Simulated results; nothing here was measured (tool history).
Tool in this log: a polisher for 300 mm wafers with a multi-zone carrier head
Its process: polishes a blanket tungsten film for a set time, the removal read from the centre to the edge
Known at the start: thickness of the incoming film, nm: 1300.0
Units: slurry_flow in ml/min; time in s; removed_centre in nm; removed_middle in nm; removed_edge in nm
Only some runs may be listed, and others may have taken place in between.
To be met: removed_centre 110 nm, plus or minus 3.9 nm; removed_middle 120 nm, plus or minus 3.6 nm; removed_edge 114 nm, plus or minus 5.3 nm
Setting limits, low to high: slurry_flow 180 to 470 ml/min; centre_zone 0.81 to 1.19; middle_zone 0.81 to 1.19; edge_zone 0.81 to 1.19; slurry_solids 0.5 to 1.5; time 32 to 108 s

| run | hour | slurry_flow | centre_zone | middle_zone | edge_zone | slurry_solids | time | removed_centre | removed_middle | removed_edge |
|---|---|---|---|---|---|---|---|---|---|---|
| 1 | 0 | 300 | 1 | 1 | 1 | 1 | 70 | 171.31 | 169.85 | 166.95 |
| 2 | 2.1 | 300 | 1 | 1 | 1 | 1 | 84 | 205.47 | 204.41 | 198.25 |
| 3 | 10.7 | 300 | 1 | 1 | 1 | 0.9 | 84 | 202.96 | 194.73 | 195.96 |
| 4 | 19.5 | 300 | 1.08 | 1 | 1 | 0.9 | 84 | 216.23 | 198.15 | 195.23 |
| 5 | 20.1 | 295 | 1.01 | 1.02 | 0.96 | 0.75 | 74 | 172.66 | 170.73 | 163.94 |
| 6 | 21.9 | 295 | 1.01 | 1.08 | 0.96 | 0.75 | 74 | 175.93 | 180.11 | 163.85 |
| 7 | 23.6 | 295 | 0.97 | 1.06 | 0.93 | 0.65 | 67 | 146.53 | 156.08 | 143.62 |
| 8 | 27.5 | 295 | 0.95 | 1.04 | 0.91 | 0.6 | 63 | 134.37 | 141.67 | 132.66 |
| 9 | 36.2 | 295 | 0.93 | 1.03 | 0.89 | 0.55 | 61 | 125.29 | 133.58 | 125.33 |

Next run, 4 choices. One meets every target within its allowed miss, the rest don't. Which?
| A | 44.9 | 330 | 0.87 | 1.02 | 0.94 | 0.6 | 67 | ? | ? | ? |
| B | 44.9 | 315 | 0.87 | 0.95 | 0.95 | 0.5 | 63 | ? | ? | ? |
| C | 44.9 | 275 | 0.82 | 0.98 | 0.95 | 0.5 | 63 | ? | ? | ? |
| D | 44.9 | 250 | 0.92 | 1.03 | 0.95 | 0.55 | 56 | ? | ? | ? |

| move | removed_centre | removed_middle | removed_edge |
|---|---|---|---|
| A | 131.03 | 151.52 | 143.45 |
| B | 119.07 | 129.8 | 131.36 |
| C | 110.7 | 131.67 | 130.12 |
| D | 111.09 | 122.73 | 116.53 |
A: its largest miss is bigger than the last run's
B: closes in on the targets versus the last run, not all within tolerance yet
C: the furthest-off result lands on target, but another misses its tolerance
D: all results land within tolerance of their targets
So the answer is move D, the one that meets all the targets.
